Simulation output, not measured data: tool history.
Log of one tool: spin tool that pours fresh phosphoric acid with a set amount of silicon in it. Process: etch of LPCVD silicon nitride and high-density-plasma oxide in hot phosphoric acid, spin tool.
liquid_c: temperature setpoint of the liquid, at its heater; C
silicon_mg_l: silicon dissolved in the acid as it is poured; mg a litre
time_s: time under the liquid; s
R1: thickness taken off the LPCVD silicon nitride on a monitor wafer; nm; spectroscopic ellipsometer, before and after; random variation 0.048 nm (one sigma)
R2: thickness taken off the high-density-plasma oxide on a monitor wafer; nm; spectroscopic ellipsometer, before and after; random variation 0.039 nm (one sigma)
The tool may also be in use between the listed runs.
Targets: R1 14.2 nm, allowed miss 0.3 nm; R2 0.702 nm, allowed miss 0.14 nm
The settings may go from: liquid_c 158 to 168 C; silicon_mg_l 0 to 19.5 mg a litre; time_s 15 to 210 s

run 1 hour=0 | liquid_c=163 silicon_mg_l=8.5 time_s=105 | R1=8.5178 R2=0.50414
run 2 hour=7.5 | liquid_c=163.5 silicon_mg_l=10 time_s=110 | R1=9.0705 R2=0.55251
run 3 hour=16.3 | liquid_c=163.5 silicon_mg_l=10 time_s=70 | R1=5.7632 R2=0.35471
run 4 hour=18 | liquid_c=163.5 silicon_mg_l=10 time_s=35 | R1=2.8999 R2=0.16277
run 5 hour=18.7 | liquid_c=162 silicon_mg_l=10 time_s=35 | R1=2.7275 R2=0.15697
run 6 hour=19.4 | liquid_c=160.5 silicon_mg_l=10 time_s=35 | R1=2.6067 R2=0.14472
run 7 hour=21.4 | liquid_c=161.5 silicon_mg_l=11 time_s=45 | R1=3.4763 R2=0.16726
run 8 hour=25 | liquid_c=162.5 silicon_mg_l=11.5 time_s=55 | R1=4.4238 R2=0.25604
-- hour=26 dissolved silicon flow meter replaced
run 9 hour=26 | liquid_c=163 silicon_mg_l=12.5 time_s=60 | R1=4.8714 R2=0.27545
run 10 hour=34.2 | liquid_c=163.5 silicon_mg_l=13.5 time_s=65 | R1=5.3678 R2=0.29997
run 11 hour=39.2 | liquid_c=164 silicon_mg_l=14 time_s=70 | R1=5.8525 R2=0.33487
run 12 hour=40.9 | liquid_c=164 silicon_mg_l=14.5 time_s=75 | R1=6.2977 R2=0.3452
run 13 hour=44.7 | liquid_c=164.5 silicon_mg_l=15 time_s=80 | R1=6.8443 R2=0.32954
run 14 hour=50.4 | liquid_c=165 silicon_mg_l=15 time_s=85 | R1=7.3852 R2=0.44061
run 15 hour=57.5 | liquid_c=165 silicon_mg_l=15.5 time_s=90 | R1=7.7485 R2=0.46246
run 16 hour=59.8 | liquid_c=165 silicon_mg_l=16 time_s=95 | R1=8.204 R2=0.46946

Which of these 4 next moves meets every target?
run A hour=62.1 | liquid_c=164.5 silicon_mg_l=19.5 time_s=165 | R1=? R2=?
run B hour=62.1 | liquid_c=164.5 silicon_mg_l=18 time_s=160 | R1=? R2=?
run C hour=62.1 | liquid_c=163 silicon_mg_l=15.5 time_s=165 | R1=? R2=?
run D hour=62.1 | liquid_c=166.5 silicon_mg_l=5.5 time_s=160 | R1=? R2=?

move=A R1=14.077 R2=0.68584
move=B R1=13.65 R2=0.69315
move=C R1=13.397 R2=0.68414
move=D R1=14.574 R2=1.0715
A: meets every target
B: nearer than the last run, and not there yet
C: nearer than the last run, and not there yet
D: takes the result that was furthest off past its target
Answer: A

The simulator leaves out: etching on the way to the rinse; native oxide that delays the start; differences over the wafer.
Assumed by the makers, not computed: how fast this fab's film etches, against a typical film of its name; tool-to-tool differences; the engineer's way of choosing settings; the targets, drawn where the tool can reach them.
